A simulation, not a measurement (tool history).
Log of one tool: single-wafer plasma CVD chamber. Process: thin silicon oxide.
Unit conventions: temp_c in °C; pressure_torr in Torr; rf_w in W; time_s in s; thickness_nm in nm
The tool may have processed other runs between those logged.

run,hour,temp_c,pressure_torr,rf_w,time_s,thickness_nm
1,0.0,400,0.818,225,5.19,7.9769
2,1.4,400,0.962,225,5.19,9.1892
3,7.4,400,0.953,225,5.19,9.1472
4,9.7,400,0.953,200,5.19,8.6817
5,12.2,400,0.950,200,5.19,8.6545
6,14.8,400,1.044,200,5.19,9.2363
7,21.9,400,1.032,200,5.19,9.1994
8,29.4,400,1.021,200,5.19,9.1630

Predict the results of run 9:
9,35.2,400,1.011,200,5.19,?

Run 9 yielded thickness_nm 9.0185 nm.

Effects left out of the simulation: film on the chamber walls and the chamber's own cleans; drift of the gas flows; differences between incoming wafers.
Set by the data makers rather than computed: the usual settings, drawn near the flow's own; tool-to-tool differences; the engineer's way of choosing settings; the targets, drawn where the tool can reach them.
